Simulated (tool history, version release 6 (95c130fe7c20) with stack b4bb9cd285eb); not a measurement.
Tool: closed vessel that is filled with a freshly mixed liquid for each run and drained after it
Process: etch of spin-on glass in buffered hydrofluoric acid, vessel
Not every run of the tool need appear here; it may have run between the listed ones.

run    day  temperature setpoint of the liquid (K)  parts of 40 % ammonium fluoride to one part of 49 % hydrofluoric acid (parts by volume)  time in the liquid (s)  thickness taken off the spin-on glass on a monitor wafer (nm)
  1      0                                  296.15                                                                                       22                     105                                                          86.92
  2    0.1                                  296.15                                                                                       22                     105                                                         86.443
  3  0.179                                  296.15                                                                                       22                     105                                                         86.238
  4  0.479                                  296.15                                                                                     18.5                     105                                                         99.371
  5  0.779                                  296.15                                                                                       16                     105                                                         115.35
  6  1.117                                  296.15                                                                                       16                     105                                                         114.26
  7    1.3                                  295.65                                                                                       16                     105                                                         112.44
  8  1.512                                  295.15                                                                                       16                     105                                                         108.97

Run 9, settings as shown, results not yet in. Your forecast:
  9  1.654                                  294.65                                                                                       16                     105                                                              ?

{"run 9": {"thickness taken off the spin-on glass on a monitor wafer (nm)": 106.23}}
